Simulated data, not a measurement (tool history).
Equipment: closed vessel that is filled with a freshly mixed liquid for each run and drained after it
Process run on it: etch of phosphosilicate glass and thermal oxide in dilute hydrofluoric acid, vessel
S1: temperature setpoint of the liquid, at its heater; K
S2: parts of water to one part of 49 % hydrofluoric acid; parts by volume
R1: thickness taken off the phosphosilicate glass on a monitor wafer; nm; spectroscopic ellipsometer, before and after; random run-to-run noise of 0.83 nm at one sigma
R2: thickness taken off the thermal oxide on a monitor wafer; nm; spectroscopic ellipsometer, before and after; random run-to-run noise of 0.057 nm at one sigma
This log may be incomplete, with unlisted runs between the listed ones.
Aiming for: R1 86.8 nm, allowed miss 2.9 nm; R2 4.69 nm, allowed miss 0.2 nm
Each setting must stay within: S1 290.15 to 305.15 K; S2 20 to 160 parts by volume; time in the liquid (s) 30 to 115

Run 1, day 0: S1 297.15 K, S2 90 parts by volume, time in the liquid (s) 60. Result: R1 58.608 nm, R2 3.2179 nm.
Run 2, day 0.125: S1 297.15 K, S2 90 parts by volume, time in the liquid (s) 45. Result: R1 43.898 nm, R2 2.4134 nm.
Run 3, day 0.479: S1 298.15 K, S2 85 parts by volume, time in the liquid (s) 45. Result: R1 48.597 nm, R2 2.711 nm.
Run 4, day 0.729: S1 298.65 K, S2 80 parts by volume, time in the liquid (s) 45. Result: R1 53.903 nm, R2 2.8998 nm.
Run 5, day 1.062: S1 298.65 K, S2 80 parts by volume, time in the liquid (s) 65. Result: R1 76.243 nm, R2 4.1381 nm.
Run 6, day 1.154: S1 298.65 K, S2 55 parts by volume, time in the liquid (s) 65. Result: R1 116.71 nm, R2 6.2425 nm.
Run 7, day 1.379: S1 297.65 K, S2 55 parts by volume, time in the liquid (s) 65. Result: R1 111.08 nm, R2 5.8675 nm.
Run 8, day 1.704: S1 297.15 K, S2 55 parts by volume, time in the liquid (s) 65. Result: R1 107.9 nm, R2 5.8997 nm.
Run 9, day 2.042: S1 296.15 K, S2 60 parts by volume, time in the liquid (s) 65. Result: R1 94.437 nm, R2 5.2018 nm.

Exercise: of the 4 proposed moves below, exactly one satisfies all targets within the stated allowed misses. Which move is it?
Run A, day 2.379: S1 297.65 K, S2 55 parts by volume, time in the liquid (s) 55. Result: R1 ?, R2 ?.
Run B, day 2.379: S1 293.65 K, S2 60 parts by volume, time in the liquid (s) 65. Result: R1 ?, R2 ?.
Run C, day 2.379: S1 302.65 K, S2 75 parts by volume, time in the liquid (s) 55. Result: R1 ?, R2 ?.
Run D, day 2.379: S1 296.15 K, S2 60 parts by volume, time in the liquid (s) 55. Result: R1 ?, R2 ?.

move      R1      R2
   A  92.842  5.0313
   B  84.687  4.5894
   C  80.736  4.3753
   D  79.509  4.3088
A: nearer the targets than the last run, but a result is still out of spec
B: meets every target
C: carries the result that was furthest off beyond its target, to the other side
D: carries the result that was furthest off beyond its target, to the other side
Correct choice: B, which meets every target
